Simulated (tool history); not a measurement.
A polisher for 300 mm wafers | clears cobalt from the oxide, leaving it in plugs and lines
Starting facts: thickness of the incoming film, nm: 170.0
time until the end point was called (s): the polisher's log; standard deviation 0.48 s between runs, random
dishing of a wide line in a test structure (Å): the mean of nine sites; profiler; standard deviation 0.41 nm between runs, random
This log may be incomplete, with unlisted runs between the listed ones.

run	hour	flow of slurry (ml/min)	pressure of the wafer on the pad (kPa)	speed of the pad under the wafer (cm/s)	overpolish time after the end point (s)	time until the end point was called (s)	dishing of a wide line in a test structure (Å)
1	0	235	9.7	110	23	51.622	529.22
2	6.5	235	11.7	110	23	45.218	570.03
3	7.5	230	13.1	102	18	45.752	505.5
4	16	230	15.2	102	18	40.701	531.7
5	17.9	230	15.2	102	24	41.391	627.73
6	23.7	230	13.8	102	24	45.184	611.97
7	26.6	205	15.2	90	13	48.097	390.39
8	34.8	185	15.2	96	11	44.799	358.83
9	42.5	170	15.2	100	10	42.735	338.27

Run 10 comes next. What will it give?
10	50.8	160	14.5	104	9	?	?

Run 10 measured time until the end point was called (s) 44.624, dishing of a wide line in a test structure (Å) 310.42.
